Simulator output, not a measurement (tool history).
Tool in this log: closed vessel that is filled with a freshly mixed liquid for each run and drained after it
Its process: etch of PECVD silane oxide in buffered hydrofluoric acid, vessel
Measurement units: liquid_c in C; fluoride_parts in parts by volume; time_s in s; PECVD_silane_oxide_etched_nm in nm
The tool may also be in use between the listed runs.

| run | hour | liquid_c | fluoride_parts | time_s | PECVD_silane_oxide_etched_nm |
|---|---|---|---|---|---|
| 1 | 0 | 25 | 10.5 | 105 | 294.99 |
| 2 | 2.7 | 25 | 13.5 | 105 | 229.28 |
| 3 | 8 | 25 | 14.5 | 105 | 214.49 |
| 4 | 13 | 25 | 13.5 | 105 | 230.91 |
| 5 | 21.3 | 25 | 13.5 | 110 | 243.41 |
|  | 26.1 | thermometer replaced |
| 6 | 26.1 | 26.5 | 13 | 110 | 252.09 |

The next listed run, before its measurement:
| 7 | 31.8 | 26.5 | 11.5 | 110 | ? |

{"run 7": {"PECVD_silane_oxide_etched_nm": 280.72}}
